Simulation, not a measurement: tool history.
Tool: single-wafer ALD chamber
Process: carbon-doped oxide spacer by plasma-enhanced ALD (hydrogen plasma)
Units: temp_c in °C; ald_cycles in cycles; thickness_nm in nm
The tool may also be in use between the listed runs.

run	hour	temp_c	ald_cycles	thickness_nm
1	0.0	405	288	15.055
2	4.5	395	288	15.189
3	12.7	395	280	14.774
4	17.9	395	274	14.464
5	25.0	406	274	14.196
6	27.7	406	308	15.991
7	35.6	406	296	15.355
8	39.0	406	287	14.929
9	46.8	406	280	14.485
10	48.0	406	275	14.272

Run 11 comes next. What will it give?
11	54.4	414	259	?

{"run 11": {"thickness_nm": 13.057}}

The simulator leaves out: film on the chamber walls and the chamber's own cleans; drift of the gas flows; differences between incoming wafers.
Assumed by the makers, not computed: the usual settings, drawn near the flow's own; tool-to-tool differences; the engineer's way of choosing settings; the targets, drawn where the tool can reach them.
